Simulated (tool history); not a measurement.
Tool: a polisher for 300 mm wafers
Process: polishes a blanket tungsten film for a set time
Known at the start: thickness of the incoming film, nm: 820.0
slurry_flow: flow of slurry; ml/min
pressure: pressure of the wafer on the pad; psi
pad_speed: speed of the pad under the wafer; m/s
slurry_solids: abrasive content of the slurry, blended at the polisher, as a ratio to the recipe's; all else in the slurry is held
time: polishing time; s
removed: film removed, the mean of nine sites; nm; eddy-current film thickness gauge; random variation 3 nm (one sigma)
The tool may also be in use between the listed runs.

run  hour  slurry_flow  pressure  pad_speed  slurry_solids  time  removed
  1     0          245         4       0.86              1    41   187.15
  2   4.8          245       4.6       0.86              1    41   211.88
  3   8.9          220       4.6       0.86              1    41   210.99
  4  14.4          220       4.1       0.86              1    41   188.19
  5  21.2          220       4.7       0.86              1    41   215.76
  6  28.4          220       4.7       0.86              1    37   191.29
  7  35.3          230       5.2       0.88              1    37   214.57
  8  38.3          230       5.5       0.92              1    37   236.34
  9  45.4          230       5.7       0.96              1    37   258.17

Run 10 comes next. What will it give?
 10  46.3          230       5.7       0.96              1    37        ?

removed: 258.07 nm

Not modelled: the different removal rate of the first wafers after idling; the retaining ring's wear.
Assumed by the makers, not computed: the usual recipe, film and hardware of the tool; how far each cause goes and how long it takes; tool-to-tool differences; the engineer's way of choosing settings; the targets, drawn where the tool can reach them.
